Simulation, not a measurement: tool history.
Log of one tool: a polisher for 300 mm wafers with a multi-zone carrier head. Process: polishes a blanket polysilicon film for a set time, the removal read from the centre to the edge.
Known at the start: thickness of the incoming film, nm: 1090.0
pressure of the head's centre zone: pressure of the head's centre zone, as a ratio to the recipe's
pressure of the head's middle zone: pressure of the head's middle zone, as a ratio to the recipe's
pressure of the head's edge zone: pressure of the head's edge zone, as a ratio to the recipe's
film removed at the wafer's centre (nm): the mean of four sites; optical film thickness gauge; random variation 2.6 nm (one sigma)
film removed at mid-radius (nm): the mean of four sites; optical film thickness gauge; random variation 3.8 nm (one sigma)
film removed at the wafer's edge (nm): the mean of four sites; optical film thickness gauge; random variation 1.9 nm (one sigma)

run,hour,flow of slurry (ml/min),pressure of the head's centre zone,pressure of the head's middle zone,pressure of the head's edge zone,polishing time (s),film removed at the wafer's centre (nm),film removed at mid-radius (nm),film removed at the wafer's edge (nm)
1,0,250,1,1,1,76,356.88,362.65,357.27
2,1.5,250,1,1.07,1,76,357.62,385.09,354.18
3,5.1,245,0.99,1.05,0.98,74,342.35,370.43,345.82
4,10.1,300,0.99,1.05,0.98,74,341.12,374.99,352.99
5,14,290,0.99,1.04,0.96,72,335.36,357.06,336.61
6,17.4,290,0.99,1.04,0.96,86,404.98,424.68,405.65
7,21.3,285,0.98,1.03,0.94,83,385.12,409.46,387.35

Run 8 comes next. What will it give?
8,26.1,265,0.95,0.95,0.85,61,?,?,?

film removed at the wafer's centre (nm): 266.9
film removed at mid-radius (nm): 283.5
film removed at the wafer's edge (nm): 268.63
